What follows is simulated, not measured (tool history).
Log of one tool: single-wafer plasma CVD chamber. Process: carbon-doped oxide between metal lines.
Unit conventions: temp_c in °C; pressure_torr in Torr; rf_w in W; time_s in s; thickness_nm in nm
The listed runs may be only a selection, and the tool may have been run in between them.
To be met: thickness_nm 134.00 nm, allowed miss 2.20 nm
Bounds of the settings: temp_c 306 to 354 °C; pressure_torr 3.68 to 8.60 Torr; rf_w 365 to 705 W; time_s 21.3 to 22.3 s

Run 1, hour 0.0: temp_c 330 °C, pressure_torr 6.14 Torr, rf_w 535 W, time_s 22.3 s. Result: thickness_nm 145.60 nm.
Run 2, hour 0.7: temp_c 330 °C, pressure_torr 6.14 Torr, rf_w 535 W, time_s 22.3 s. Result: thickness_nm 145.02 nm.
Run 3, hour 7.7: temp_c 321 °C, pressure_torr 6.14 Torr, rf_w 535 W, time_s 22.3 s. Result: thickness_nm 150.01 nm.
Run 4, hour 14.2: temp_c 321 °C, pressure_torr 6.14 Torr, rf_w 535 W, time_s 22.3 s. Result: thickness_nm 149.45 nm.
Run 5, hour 18.3: temp_c 327 °C, pressure_torr 5.81 Torr, rf_w 525 W, time_s 22.3 s. Result: thickness_nm 143.98 nm.
Run 6, hour 20.9: temp_c 327 °C, pressure_torr 5.81 Torr, rf_w 525 W, time_s 22.3 s. Result: thickness_nm 142.49 nm.
Run 7, hour 29.9: temp_c 330 °C, pressure_torr 5.67 Torr, rf_w 525 W, time_s 22.3 s. Result: thickness_nm 141.99 nm.
Run 8, hour 33.8: temp_c 333 °C, pressure_torr 5.49 Torr, rf_w 520 W, time_s 22.3 s. Result: thickness_nm 139.20 nm.
Run 9, hour 37.8: temp_c 335 °C, pressure_torr 5.37 Torr, rf_w 520 W, time_s 22.3 s. Result: thickness_nm 138.75 nm.

Of the 5 settings listed for the next run, only one would bring every result within its allowed miss of target. Which one?
Run A, hour 41.8: temp_c 339 °C, pressure_torr 5.38 Torr, rf_w 570 W, time_s 22.0 s. Result: thickness_nm ?.
Run B, hour 41.8: temp_c 338 °C, pressure_torr 4.73 Torr, rf_w 620 W, time_s 21.3 s. Result: thickness_nm ?.
Run C, hour 41.8: temp_c 334 °C, pressure_torr 6.22 Torr, rf_w 550 W, time_s 22.3 s. Result: thickness_nm ?.
Run D, hour 41.8: temp_c 335 °C, pressure_torr 5.29 Torr, rf_w 515 W, time_s 21.3 s. Result: thickness_nm ?.
Run E, hour 41.8: temp_c 329 °C, pressure_torr 6.43 Torr, rf_w 510 W, time_s 21.3 s. Result: thickness_nm ?.

move  thickness_nm
   A        144.23
   B        146.82
   C        146.90
   D        129.59
   E        134.33
A: lands further from the targets than the last run did
B: lands further from the targets than the last run did
C: lands further from the targets than the last run did
D: carries the result that was furthest off beyond its target, to the other side
E: every result within its allowed miss
The move that meets every target is E.

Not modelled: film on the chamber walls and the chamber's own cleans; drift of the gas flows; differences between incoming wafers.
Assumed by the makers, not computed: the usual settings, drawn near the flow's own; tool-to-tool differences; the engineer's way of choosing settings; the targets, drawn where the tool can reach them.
